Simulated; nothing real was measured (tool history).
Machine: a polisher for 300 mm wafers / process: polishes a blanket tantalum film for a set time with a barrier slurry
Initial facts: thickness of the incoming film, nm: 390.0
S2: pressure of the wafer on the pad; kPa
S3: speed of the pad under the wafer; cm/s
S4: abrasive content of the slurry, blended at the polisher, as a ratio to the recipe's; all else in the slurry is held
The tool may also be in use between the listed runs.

{"run": 1, "hour": 0.0, "flow of slurry (ml/min)": 240, "S2": 10.3, "S3": 76, "S4": 1.0, "polishing time (s)": 51, "film removed (Å)": 421.78}
{"run": 2, "hour": 1.6, "flow of slurry (ml/min)": 240, "S2": 10.3, "S3": 76, "S4": 1.0, "polishing time (s)": 51, "film removed (Å)": 431.35}
{"run": 3, "hour": 2.8, "flow of slurry (ml/min)": 240, "S2": 10.3, "S3": 76, "S4": 0.85, "polishing time (s)": 51, "film removed (Å)": 413.15}
{"run": 4, "hour": 7.8, "flow of slurry (ml/min)": 240, "S2": 12.4, "S3": 76, "S4": 0.85, "polishing time (s)": 51, "film removed (Å)": 483.84}
{"run": 5, "hour": 11.3, "flow of slurry (ml/min)": 240, "S2": 12.4, "S3": 76, "S4": 0.85, "polishing time (s)": 51, "film removed (Å)": 483.07}
{"run": 6, "hour": 14.8, "flow of slurry (ml/min)": 240, "S2": 12.4, "S3": 76, "S4": 0.75, "polishing time (s)": 51, "film removed (Å)": 464.91}

Run 7 comes next. What will it give?
{"run": 7, "hour": 22.6, "flow of slurry (ml/min)": 235, "S2": 9.7, "S3": 62, "S4": 0.7, "polishing time (s)": 51, "film removed (Å)": "?"}

{"run 7": {"film removed (Å)": 309.06}}

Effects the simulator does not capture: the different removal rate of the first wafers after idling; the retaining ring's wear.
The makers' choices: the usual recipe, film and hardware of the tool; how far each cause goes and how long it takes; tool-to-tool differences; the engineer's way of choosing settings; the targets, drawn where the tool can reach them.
